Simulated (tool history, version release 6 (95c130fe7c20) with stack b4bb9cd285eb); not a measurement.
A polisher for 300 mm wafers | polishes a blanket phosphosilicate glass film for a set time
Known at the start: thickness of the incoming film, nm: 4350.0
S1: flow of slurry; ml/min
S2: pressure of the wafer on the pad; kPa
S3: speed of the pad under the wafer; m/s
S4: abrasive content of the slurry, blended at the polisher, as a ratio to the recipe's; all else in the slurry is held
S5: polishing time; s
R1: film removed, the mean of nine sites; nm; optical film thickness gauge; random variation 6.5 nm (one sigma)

run  hour   S1    S2    S3   S4  S5      R1
  1     0  225  23.4  0.92    1  57     558
  2   1.9  230  24.8  0.92    1  57  586.16
  3   2.5  230  24.8  0.92  1.2  57  617.76
  4   6.4  230  24.8  0.92  1.2  51  556.98
  5    10  185  24.8  0.92  1.2  51  537.93
  6  18.8  185  24.8  0.74  1.2  51  449.39

Run 7 comes next. What will it give?
  7    21  205  26.9  0.74  1.2  51   ?

Run 7 gave R1 492.26 nm.
